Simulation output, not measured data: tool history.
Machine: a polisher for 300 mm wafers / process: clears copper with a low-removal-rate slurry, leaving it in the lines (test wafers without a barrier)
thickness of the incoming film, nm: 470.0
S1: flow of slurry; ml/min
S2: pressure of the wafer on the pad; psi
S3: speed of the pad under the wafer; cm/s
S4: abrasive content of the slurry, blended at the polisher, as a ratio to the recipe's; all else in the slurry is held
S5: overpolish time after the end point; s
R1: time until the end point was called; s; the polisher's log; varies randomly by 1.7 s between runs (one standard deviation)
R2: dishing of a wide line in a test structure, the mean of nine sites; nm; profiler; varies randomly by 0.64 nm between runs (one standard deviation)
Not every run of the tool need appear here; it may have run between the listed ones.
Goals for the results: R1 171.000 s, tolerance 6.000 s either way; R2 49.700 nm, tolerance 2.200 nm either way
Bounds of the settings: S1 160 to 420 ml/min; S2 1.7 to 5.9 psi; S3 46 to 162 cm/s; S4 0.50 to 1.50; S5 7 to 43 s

run,day,S1,S2,S3,S4,S5,R1,R2
1,0.000,270,3.8,104,1.00,22,95.550,67.662
2,0.258,270,3.8,104,1.00,19,95.590,59.558
3,0.458,270,3.8,86,1.00,19,116.700,51.851
4,0.562,270,3.5,86,1.00,21,120.860,53.333
5,0.742,270,3.5,108,1.00,21,98.793,62.965
6,0.792,270,3.1,104,1.00,22,112.940,58.571
7,1.042,270,2.8,102,1.00,23,125.410,55.488
8,1.083,270,2.5,102,1.00,24,134.790,52.873
9,1.333,270,2.3,102,1.00,25,145.180,52.877
10,1.550,270,2.2,102,1.00,25,147.850,51.211
11,1.771,260,1.7,100,1.00,28,185.030,45.703
12,1.892,270,1.7,100,1.00,28,182.820,46.713
13,1.983,280,1.7,100,1.00,28,181.760,47.496
14,2.188,285,1.7,100,1.00,28,182.360,46.129

Exercise: of the 4 proposed moves below, exactly one satisfies all targets within the stated allowed misses. Which move is it?
A,2.392,195,2.0,104,0.90,28,?,?
B,2.392,205,1.7,110,1.05,32,?,?
C,2.392,275,1.8,114,1.00,31,?,?
D,2.392,325,1.7,116,0.80,34,?,?

move,R1,R2
A,170.140,50.728
B,170.900,55.655
C,155.950,58.500
D,169.290,58.735
A: meets every target
B: the worst result of the last run now meets its target, but another is out of spec
C: carries the result that was furthest off beyond its target, to the other side
D: the worst result of the last run now meets its target, but another is out of spec
A meets every target.
